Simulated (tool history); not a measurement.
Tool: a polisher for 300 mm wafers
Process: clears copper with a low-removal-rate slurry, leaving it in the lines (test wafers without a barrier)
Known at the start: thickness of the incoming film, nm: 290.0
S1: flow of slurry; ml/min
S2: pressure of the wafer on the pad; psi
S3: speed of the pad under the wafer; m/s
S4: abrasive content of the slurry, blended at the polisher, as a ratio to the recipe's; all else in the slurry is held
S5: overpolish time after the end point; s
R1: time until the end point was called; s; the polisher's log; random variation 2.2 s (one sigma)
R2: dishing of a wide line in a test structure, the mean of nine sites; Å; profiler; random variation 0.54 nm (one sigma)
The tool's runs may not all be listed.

| run | hour | S1 | S2 | S3 | S4 | S5 | R1 | R2 |
|---|---|---|---|---|---|---|---|---|
| 1 | 0 | 305 | 3 | 1.1 | 1 | 23 | 97.527 | 412.9 |
| 2 | 8.7 | 305 | 3 | 1.1 | 1 | 16 | 97.552 | 314.56 |
| 3 | 15.6 | 305 | 2.6 | 1.08 | 1 | 20 | 109.85 | 336.27 |
| 4 | 20.9 | 305 | 2.6 | 0.94 | 1 | 20 | 129.13 | 305.27 |
| 5 | 26.9 | 305 | 2.6 | 0.94 | 0.85 | 20 | 133.07 | 282.87 |
| 6 | 34.4 | 310 | 2.4 | 0.94 | 0.9 | 22 | 142.62 | 303.66 |
| 7 | 41.1 | 310 | 2.3 | 0.94 | 0.9 | 23 | 145.02 | 309.23 |

The next listed run, before its measurement:
| 8 | 45.7 | 310 | 2.2 | 0.94 | 0.9 | 24 | ? | ? |

R1: 146.49 s
R2: 319.37 Å
